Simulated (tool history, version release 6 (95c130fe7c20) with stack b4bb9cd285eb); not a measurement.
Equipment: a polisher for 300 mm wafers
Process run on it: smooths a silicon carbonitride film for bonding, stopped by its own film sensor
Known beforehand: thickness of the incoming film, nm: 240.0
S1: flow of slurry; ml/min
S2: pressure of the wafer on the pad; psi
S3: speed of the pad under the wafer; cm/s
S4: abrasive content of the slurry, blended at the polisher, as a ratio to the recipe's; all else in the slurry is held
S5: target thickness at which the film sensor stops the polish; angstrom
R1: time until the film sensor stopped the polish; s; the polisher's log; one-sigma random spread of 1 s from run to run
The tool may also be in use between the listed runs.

run,hour,S1,S2,S3,S4,S5,R1
1,0.0,165,2.3,82,1.00,2050,120.030
2,0.6,165,2.4,82,1.00,2050,116.380
3,3.6,165,2.4,90,1.00,2050,108.990
4,11.9,165,2.4,80,1.00,2050,119.450
5,13.2,165,2.4,80,1.15,2050,114.240
6,15.5,165,2.5,80,1.15,2050,107.670
7,17.0,165,2.6,80,1.15,2050,104.670

Estimate the outcome of run 8 from the log above:
8,19.0,170,2.8,80,1.15,2050,?

Run 8 produced R1 97.005 s.
